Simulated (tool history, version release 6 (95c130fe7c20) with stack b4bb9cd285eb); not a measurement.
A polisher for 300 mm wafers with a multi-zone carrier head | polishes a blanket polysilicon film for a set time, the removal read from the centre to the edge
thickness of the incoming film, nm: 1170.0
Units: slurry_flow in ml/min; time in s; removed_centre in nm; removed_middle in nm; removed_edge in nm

run,hour,slurry_flow,centre_zone,middle_zone,edge_zone,time,removed_centre,removed_middle,removed_edge
1,0.0,310,1.00,1.00,1.00,36,399.10,398.34,399.08
2,5.2,310,0.95,1.00,1.00,36,376.08,398.88,401.88
3,14.1,320,0.97,0.99,1.05,38,416.75,418.27,426.91
4,18.6,310,0.96,0.97,1.07,40,431.46,426.91,451.20
5,26.2,310,0.96,1.04,1.07,40,426.18,454.78,454.16
6,33.3,310,0.96,1.04,1.13,40,430.78,453.69,460.57

Forecast run 7:
7,40.8,320,0.96,1.01,1.15,41,?,?,?

Run 7 gave removed_centre 440.15 nm, removed_middle 459.37 nm, removed_edge 473.17 nm.

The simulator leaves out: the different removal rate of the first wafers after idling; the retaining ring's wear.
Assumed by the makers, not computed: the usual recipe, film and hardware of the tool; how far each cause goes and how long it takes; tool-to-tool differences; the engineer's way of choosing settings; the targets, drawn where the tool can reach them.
